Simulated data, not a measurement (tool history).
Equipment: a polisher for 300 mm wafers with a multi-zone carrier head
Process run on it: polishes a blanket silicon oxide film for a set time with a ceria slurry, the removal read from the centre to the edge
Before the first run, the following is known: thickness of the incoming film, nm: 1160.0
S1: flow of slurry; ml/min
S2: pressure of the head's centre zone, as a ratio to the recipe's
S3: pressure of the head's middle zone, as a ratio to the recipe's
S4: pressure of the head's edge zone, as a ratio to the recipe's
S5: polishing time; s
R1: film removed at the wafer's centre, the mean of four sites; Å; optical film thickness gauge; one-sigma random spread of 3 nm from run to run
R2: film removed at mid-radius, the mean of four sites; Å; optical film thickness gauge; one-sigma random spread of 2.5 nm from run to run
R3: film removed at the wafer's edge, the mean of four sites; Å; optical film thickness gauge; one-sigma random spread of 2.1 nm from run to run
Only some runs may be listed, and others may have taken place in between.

run  hour   S1    S2    S3    S4   S5      R1      R2      R3
  1   0.0  235  1.00  1.00  1.00   83  3690.7  3601.1  3729.8
  2   0.8  230  0.96  0.99  0.96   75  3128.2  3168.7  3244.9
  3   8.0  230  1.02  0.99  0.96   75  3301.5  3255.1  3249.1
  4  11.5  220  0.97  0.98  0.92   72  3010.3  2965.0  3074.1
  5  15.6  220  0.97  0.98  0.92   89  3718.7  3795.0  3765.6
  6  22.4  220  0.97  0.98  0.92  110  4656.7  4637.1  4656.3
  7  27.2  210  0.94  0.97  0.89   95  3864.6  3892.0  3996.4
  8  30.7  215  0.93  0.99  0.89   82  3334.3  3501.0  3406.3
  9  35.7  220  0.90  0.98  0.88   74  2855.1  3130.7  3096.1
 10  41.9  220  0.90  0.97  0.87   69  2656.6  2905.0  2859.9
 11  48.1  220  0.89  0.96  0.86   67  2586.3  2751.5  2713.4

Expected results for the next run?
 12  53.1  220  0.87  0.95  0.85  67   ?   ?   ?

Run 12 produced R1 2520.7 Å, R2 2792.9 Å, R3 2766.9 Å.
